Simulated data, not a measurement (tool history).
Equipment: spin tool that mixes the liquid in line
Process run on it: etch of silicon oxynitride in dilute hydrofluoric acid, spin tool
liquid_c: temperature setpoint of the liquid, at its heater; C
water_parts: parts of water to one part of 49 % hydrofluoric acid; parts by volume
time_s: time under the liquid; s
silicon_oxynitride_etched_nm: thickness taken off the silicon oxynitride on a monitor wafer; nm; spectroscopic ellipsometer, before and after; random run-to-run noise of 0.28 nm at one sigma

| run | hour | liquid_c | water_parts | time_s | silicon_oxynitride_etched_nm |
|---|---|---|---|---|---|
| 1 | 0 | 22 | 45 | 315 | 16.765 |
| 2 | 2.3 | 23.5 | 45 | 315 | 18.399 |
| 3 | 6.5 | 22 | 45 | 315 | 16.999 |
| 4 | 10.2 | 23.5 | 45 | 315 | 18.383 |
| 5 | 11.1 | 23.5 | 50 | 315 | 16.132 |
| 6 | 13.1 | 25 | 50 | 315 | 17.522 |
| 7 | 20.4 | 26 | 50 | 315 | 18.397 |
|  | 24.9 | thermometer replaced |
| 8 | 24.9 | 26.5 | 50 | 315 | 17.02 |

Run 9 comes next. What will it give?
| 9 | 29.1 | 27 | 45 | 315 | ? |

silicon_oxynitride_etched_nm: 19.589 nm
